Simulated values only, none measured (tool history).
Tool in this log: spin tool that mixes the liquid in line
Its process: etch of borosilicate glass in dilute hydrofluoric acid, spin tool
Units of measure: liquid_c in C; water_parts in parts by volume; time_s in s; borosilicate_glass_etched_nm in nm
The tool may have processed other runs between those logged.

Run 1, hour 0.0: liquid_c 25.0 C, water_parts 75 parts by volume, time_s 15 s. Result: borosilicate_glass_etched_nm 5.8374 nm.
Run 2, hour 7.5: liquid_c 25.0 C, water_parts 75 parts by volume, time_s 15 s. Result: borosilicate_glass_etched_nm 5.8109 nm.
Run 3, hour 13.0: liquid_c 26.0 C, water_parts 75 parts by volume, time_s 15 s. Result: borosilicate_glass_etched_nm 6.0171 nm.
Run 4, hour 21.9: liquid_c 27.5 C, water_parts 75 parts by volume, time_s 15 s. Result: borosilicate_glass_etched_nm 6.4052 nm.
Run 5, hour 28.7: liquid_c 30.0 C, water_parts 75 parts by volume, time_s 15 s. Result: borosilicate_glass_etched_nm 7.0826 nm.
Run 6, hour 32.6: liquid_c 30.5 C, water_parts 75 parts by volume, time_s 15 s. Result: borosilicate_glass_etched_nm 7.1658 nm.
Run 7, hour 34.8: liquid_c 31.0 C, water_parts 75 parts by volume, time_s 15 s. Result: borosilicate_glass_etched_nm 7.3286 nm.

Run 8 comes next. What will it give?
Run 8, hour 35.6: liquid_c 31.5 C, water_parts 75 parts by volume, time_s 15 s. Result: borosilicate_glass_etched_nm ?.

borosilicate_glass_etched_nm: 7.4943 nm
